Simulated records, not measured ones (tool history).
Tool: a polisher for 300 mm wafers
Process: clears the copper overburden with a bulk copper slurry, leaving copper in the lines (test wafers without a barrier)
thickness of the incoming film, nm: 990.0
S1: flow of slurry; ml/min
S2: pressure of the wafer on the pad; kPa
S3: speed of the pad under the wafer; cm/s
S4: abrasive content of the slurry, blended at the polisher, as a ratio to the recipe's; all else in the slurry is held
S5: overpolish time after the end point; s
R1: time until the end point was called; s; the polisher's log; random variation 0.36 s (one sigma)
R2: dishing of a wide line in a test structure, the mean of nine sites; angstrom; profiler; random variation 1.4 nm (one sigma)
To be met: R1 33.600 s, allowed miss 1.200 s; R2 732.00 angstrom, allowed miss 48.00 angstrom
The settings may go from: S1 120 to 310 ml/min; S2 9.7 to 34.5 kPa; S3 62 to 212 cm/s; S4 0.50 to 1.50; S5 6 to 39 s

{"run": 1, "hour": 0.0, "S1": 200, "S2": 22.1, "S3": 136, "S4": 1.0, "S5": 20, "R1": 55.637, "R2": 672.59}
{"run": 2, "hour": 3.9, "S1": 200, "S2": 22.1, "S3": 136, "S4": 1.0, "S5": 23, "R1": 56.012, "R2": 675.32}
{"run": 3, "hour": 5.1, "S1": 200, "S2": 22.1, "S3": 106, "S4": 1.0, "S5": 23, "R1": 71.499, "R2": 658.09}
{"run": 4, "hour": 10.4, "S1": 200, "S2": 24.1, "S3": 106, "S4": 1.0, "S5": 23, "R1": 65.681, "R2": 682.16}
{"run": 5, "hour": 13.1, "S1": 200, "S2": 25.5, "S3": 110, "S4": 1.0, "S5": 21, "R1": 61.917, "R2": 679.75}
{"run": 6, "hour": 21.7, "S1": 200, "S2": 21.4, "S3": 110, "S4": 1.0, "S5": 21, "R1": 71.748, "R2": 647.35}
{"run": 7, "hour": 22.5, "S1": 215, "S2": 27.6, "S3": 148, "S4": 1.05, "S5": 11, "R1": 42.539, "R2": 637.78}
{"run": 8, "hour": 28.0, "S1": 215, "S2": 28.3, "S3": 148, "S4": 1.05, "S5": 12, "R1": 41.649, "R2": 686.6}
{"run": 9, "hour": 35.8, "S1": 215, "S2": 29.0, "S3": 148, "S4": 1.05, "S5": 12, "R1": 40.203, "R2": 702.9}
{"run": 10, "hour": 44.6, "S1": 215, "S2": 29.6, "S3": 148, "S4": 1.05, "S5": 11, "R1": 39.392, "R2": 650.33}
{"run": 11, "hour": 51.0, "S1": 215, "S2": 30.3, "S3": 148, "S4": 1.05, "S5": 12, "R1": 39.107, "R2": 705.97}

5 next moves are on the table. One of them brings every result within its allowed miss. Which?
{"run": "A", "hour": 57.4, "S1": 240, "S2": 24.8, "S3": 146, "S4": 0.95, "S5": 10, "R1": "?", "R2": "?"}
{"run": "B", "hour": 57.4, "S1": 185, "S2": 30.3, "S3": 130, "S4": 0.95, "S5": 10, "R1": "?", "R2": "?"}
{"run": "C", "hour": 57.4, "S1": 220, "S2": 31.0, "S3": 162, "S4": 1.2, "S5": 18, "R1": "?", "R2": "?"}
{"run": "D", "hour": 57.4, "S1": 170, "S2": 28.3, "S3": 188, "S4": 1.05, "S5": 6, "R1": "?", "R2": "?"}
{"run": "E", "hour": 57.4, "S1": 245, "S2": 32.4, "S3": 150, "S4": 1.05, "S5": 12, "R1": "?", "R2": "?"}

move=A R1=48.399 R2=601.53
move=B R1=47.499 R2=620.43
move=C R1=34.428 R2=713.03
move=D R1=34.272 R2=577.54
move=E R1=36.969 R2=690.13
A: further off than the last run
B: further off than the last run
C: meets every target
D: brings the result that was furthest off to its target, and leaves another outside
E: nearer than the last run, and not there yet
Answer: C
